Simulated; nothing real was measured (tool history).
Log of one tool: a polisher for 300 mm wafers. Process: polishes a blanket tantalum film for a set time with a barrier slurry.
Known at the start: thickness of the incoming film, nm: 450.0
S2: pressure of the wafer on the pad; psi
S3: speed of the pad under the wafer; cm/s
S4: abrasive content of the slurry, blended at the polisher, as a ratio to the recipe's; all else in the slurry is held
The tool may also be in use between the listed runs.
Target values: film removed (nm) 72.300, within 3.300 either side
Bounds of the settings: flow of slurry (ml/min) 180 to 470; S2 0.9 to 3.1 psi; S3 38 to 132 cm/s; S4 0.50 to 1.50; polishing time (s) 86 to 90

run 1 day=0.000 | flow_of_slurry_(ml/min)=300 S2=2.0 S3=84 S4=1.00 polishing_time_(s)=86 | film_removed_(nm)=124.920
run 2 day=0.046 | flow_of_slurry_(ml/min)=300 S2=2.3 S3=84 S4=1.00 polishing_time_(s)=86 | film_removed_(nm)=140.420
run 3 day=0.167 | flow_of_slurry_(ml/min)=300 S2=2.1 S3=82 S4=1.00 polishing_time_(s)=86 | film_removed_(nm)=126.600
run 4 day=0.521 | flow_of_slurry_(ml/min)=300 S2=1.9 S3=80 S4=1.00 polishing_time_(s)=86 | film_removed_(nm)=115.200
run 5 day=0.675 | flow_of_slurry_(ml/min)=300 S2=1.7 S3=78 S4=1.00 polishing_time_(s)=86 | film_removed_(nm)=97.567
run 6 day=0.979 | flow_of_slurry_(ml/min)=300 S2=1.7 S3=78 S4=1.00 polishing_time_(s)=86 | film_removed_(nm)=101.650
run 7 day=1.017 | flow_of_slurry_(ml/min)=300 S2=1.6 S3=78 S4=1.00 polishing_time_(s)=86 | film_removed_(nm)=93.433
run 8 day=1.388 | flow_of_slurry_(ml/min)=300 S2=1.1 S3=76 S4=1.00 polishing_time_(s)=86 | film_removed_(nm)=64.129

5 candidate next runs follow, results not yet known. Just one meets every target within its allowed miss. Identify it.
run A day=1.758 | flow_of_slurry_(ml/min)=310 S2=1.2 S3=76 S4=0.90 polishing_time_(s)=90 | film_removed_(nm)=?
run B day=1.758 | flow_of_slurry_(ml/min)=425 S2=0.9 S3=82 S4=1.15 polishing_time_(s)=89 | film_removed_(nm)=?
run C day=1.758 | flow_of_slurry_(ml/min)=355 S2=1.4 S3=52 S4=1.00 polishing_time_(s)=90 | film_removed_(nm)=?
run D day=1.758 | flow_of_slurry_(ml/min)=335 S2=1.1 S3=76 S4=0.85 polishing_time_(s)=90 | film_removed_(nm)=?
run E day=1.758 | flow_of_slurry_(ml/min)=265 S2=1.3 S3=58 S4=1.15 polishing_time_(s)=88 | film_removed_(nm)=?

move=A film_removed_(nm)=69.818
move=B film_removed_(nm)=60.368
move=C film_removed_(nm)=64.079
move=D film_removed_(nm)=63.706
move=E film_removed_(nm)=63.549
A: in spec on every target
B: lands further from the targets than the last run did
C: just as far off the targets as the last run
D: lands further from the targets than the last run did
E: lands further from the targets than the last run did
A is the move that brings every result within its allowed miss.

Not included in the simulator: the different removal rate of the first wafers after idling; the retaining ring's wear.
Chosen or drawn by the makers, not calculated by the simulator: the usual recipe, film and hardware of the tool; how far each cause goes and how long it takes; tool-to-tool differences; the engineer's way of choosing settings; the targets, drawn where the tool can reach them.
